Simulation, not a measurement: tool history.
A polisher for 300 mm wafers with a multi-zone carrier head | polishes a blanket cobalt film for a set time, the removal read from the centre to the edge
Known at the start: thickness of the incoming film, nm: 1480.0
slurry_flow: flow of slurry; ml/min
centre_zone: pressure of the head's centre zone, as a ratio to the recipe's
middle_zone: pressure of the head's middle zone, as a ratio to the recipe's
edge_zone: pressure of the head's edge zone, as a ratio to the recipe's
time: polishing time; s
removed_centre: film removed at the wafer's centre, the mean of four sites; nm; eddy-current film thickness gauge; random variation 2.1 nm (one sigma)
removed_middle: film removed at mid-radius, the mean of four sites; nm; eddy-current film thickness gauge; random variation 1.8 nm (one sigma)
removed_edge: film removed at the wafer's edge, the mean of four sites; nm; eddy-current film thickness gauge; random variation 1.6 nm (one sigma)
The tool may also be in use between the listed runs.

run    day  slurry_flow  centre_zone  middle_zone  edge_zone  time  removed_centre  removed_middle  removed_edge
  1  0.000          225         1.00         1.00       1.00    66          188.44          189.05        190.97
  2  0.271          225         1.00         1.00       0.92    66          192.79          187.65        183.62
  3  0.354          225         1.00         1.00       0.84    66          189.28          194.76        179.78
  4  0.546          225         1.00         1.00       0.81    66          186.07          190.56        179.29
  5  0.617          225         1.00         1.00       0.81    66          195.13          198.14        176.75
  6  0.642          225         1.00         1.00       0.81    59          170.22          171.15        159.39
  7  0.750          220         0.99         0.97       0.82    57          162.86          156.44        153.17
  8  1.125          215         0.98         0.95       0.82    56          160.75          155.46        153.55

The next listed run, before its measurement:
  9  1.450          215         0.98         0.94       0.83    55               ?               ?             ?

Run 9 gave removed_centre 152.39 nm, removed_middle 152.15 nm, removed_edge 150.42 nm.
